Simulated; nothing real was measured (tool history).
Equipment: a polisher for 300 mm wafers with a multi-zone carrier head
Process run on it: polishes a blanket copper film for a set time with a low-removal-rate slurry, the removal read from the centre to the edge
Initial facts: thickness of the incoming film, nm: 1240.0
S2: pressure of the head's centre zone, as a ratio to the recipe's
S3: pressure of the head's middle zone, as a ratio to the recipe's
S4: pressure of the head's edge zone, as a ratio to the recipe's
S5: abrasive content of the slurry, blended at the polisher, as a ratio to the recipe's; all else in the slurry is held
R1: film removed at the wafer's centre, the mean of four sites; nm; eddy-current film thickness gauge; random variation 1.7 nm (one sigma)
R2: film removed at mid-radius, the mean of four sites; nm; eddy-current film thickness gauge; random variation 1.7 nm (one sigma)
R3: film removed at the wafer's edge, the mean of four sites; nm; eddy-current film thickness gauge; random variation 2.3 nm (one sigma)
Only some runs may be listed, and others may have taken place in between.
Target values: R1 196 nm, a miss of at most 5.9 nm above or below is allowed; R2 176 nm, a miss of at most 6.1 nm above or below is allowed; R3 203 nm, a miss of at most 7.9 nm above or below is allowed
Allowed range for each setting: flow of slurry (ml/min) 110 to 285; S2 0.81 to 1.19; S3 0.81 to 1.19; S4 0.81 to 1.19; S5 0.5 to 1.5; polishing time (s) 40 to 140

Run 1, hour 0: flow of slurry (ml/min) 180, S2 1, S3 1, S4 1, S5 1, polishing time (s) 90. Result: R1 351.08 nm, R2 351.76 nm, R3 358.02 nm.
Run 2, hour 3.1: flow of slurry (ml/min) 180, S2 1.04, S3 1, S4 1, S5 1, polishing time (s) 90. Result: R1 360.3 nm, R2 351.27 nm, R3 353.71 nm.
Run 3, hour 6: flow of slurry (ml/min) 175, S2 1.03, S3 0.98, S4 0.99, S5 0.9, polishing time (s) 84. Result: R1 330.06 nm, R2 304.38 nm, R3 313.61 nm.
Run 4, hour 11.1: flow of slurry (ml/min) 175, S2 1.03, S3 0.98, S4 1.07, S5 0.9, polishing time (s) 84. Result: R1 320.45 nm, R2 311.58 nm, R3 333.29 nm.
Run 5, hour 19.8: flow of slurry (ml/min) 200, S2 1.03, S3 0.98, S4 1.07, S5 0.9, polishing time (s) 84. Result: R1 335.08 nm, R2 318.81 nm, R3 339.6 nm.
Run 6, hour 20.8: flow of slurry (ml/min) 200, S2 0.95, S3 0.98, S4 1.07, S5 0.9, polishing time (s) 84. Result: R1 308.23 nm, R2 321.55 nm, R3 339.27 nm.
Run 7, hour 25.9: flow of slurry (ml/min) 190, S2 0.94, S3 0.96, S4 1.05, S5 0.85, polishing time (s) 81. Result: R1 291.82 nm, R2 293.16 nm, R3 314.05 nm.
Run 8, hour 30.3: flow of slurry (ml/min) 140, S2 0.84, S3 0.86, S4 0.95, S5 0.6, polishing time (s) 60. Result: R1 168.1 nm, R2 178.65 nm, R3 205.84 nm.
Run 9, hour 33.9: flow of slurry (ml/min) 145, S2 0.86, S3 0.85, S4 0.94, S5 0.6, polishing time (s) 60. Result: R1 176.44 nm, R2 178.35 nm, R3 206.36 nm.
Run 10, hour 42.1: flow of slurry (ml/min) 145, S2 0.86, S3 0.85, S4 0.94, S5 0.6, polishing time (s) 60. Result: R1 176.6 nm, R2 175.34 nm, R3 204.11 nm.
Run 11, hour 43.7: flow of slurry (ml/min) 150, S2 0.87, S3 0.85, S4 0.93, S5 0.6, polishing time (s) 60. Result: R1 178.64 nm, R2 176.24 nm, R3 202.57 nm.
Run 12, hour 46.1: flow of slurry (ml/min) 150, S2 0.87, S3 0.85, S4 0.93, S5 0.6, polishing time (s) 60. Result: R1 179.86 nm, R2 178.56 nm, R3 203.06 nm.
Run 13, hour 48.8: flow of slurry (ml/min) 155, S2 0.88, S3 0.84, S4 0.93, S5 0.6, polishing time (s) 60. Result: R1 181.25 nm, R2 178.22 nm, R3 205.33 nm.

Of the 4 settings listed for the next run, only one would bring every result within its allowed miss of target. Which one?
Run A, hour 51.5: flow of slurry (ml/min) 195, S2 0.99, S3 0.91, S4 0.9, S5 0.55, polishing time (s) 59. Result: R1 ?, R2 ?, R3 ?.
Run B, hour 51.5: flow of slurry (ml/min) 170, S2 0.87, S3 0.82, S4 0.92, S5 0.6, polishing time (s) 64. Result: R1 ?, R2 ?, R3 ?.
Run C, hour 51.5: flow of slurry (ml/min) 145, S2 0.95, S3 0.83, S4 0.91, S5 0.55, polishing time (s) 61. Result: R1 ?, R2 ?, R3 ?.
Run D, hour 51.5: flow of slurry (ml/min) 150, S2 0.93, S3 0.86, S4 0.98, S5 0.7, polishing time (s) 64. Result: R1 ?, R2 ?, R3 ?.

move      R1      R2      R3
   A  206.38  187.41  203.91
   B   196.9  185.83  223.72
   C  194.65  171.41  204.88
   D   210.6  194.56  233.14
A: takes the biggest miss from the last run beyond its target
B: gets the furthest-off result to its target, but another result is out of tolerance
C: each result inside its tolerance
D: takes the biggest miss from the last run beyond its target
Go with C: it meets all targets.
